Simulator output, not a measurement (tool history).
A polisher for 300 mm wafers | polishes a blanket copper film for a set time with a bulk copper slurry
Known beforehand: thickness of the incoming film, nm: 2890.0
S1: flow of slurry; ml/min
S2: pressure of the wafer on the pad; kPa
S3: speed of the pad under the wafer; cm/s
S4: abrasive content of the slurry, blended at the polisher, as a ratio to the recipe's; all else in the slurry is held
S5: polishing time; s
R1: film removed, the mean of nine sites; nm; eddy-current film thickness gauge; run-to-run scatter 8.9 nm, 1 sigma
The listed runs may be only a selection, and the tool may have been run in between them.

run,hour,S1,S2,S3,S4,S5,R1
1,0,150,18.6,130,1,45,439.09
2,6.6,150,15.9,130,1,45,397.62
3,9.2,150,18.6,132,1,45,446.68
4,13.1,150,18.6,144,1,45,466.67
5,15.4,165,18.6,144,1,45,475.65
6,24.3,165,18.6,144,1.1,45,494.64
7,31.7,165,20,146,1.1,45,521.16

Run 8 has not been measured yet. What should we expect?
8,38,165,21.4,148,1.1,45,?

{"run 8": {"R1": 547.36}}
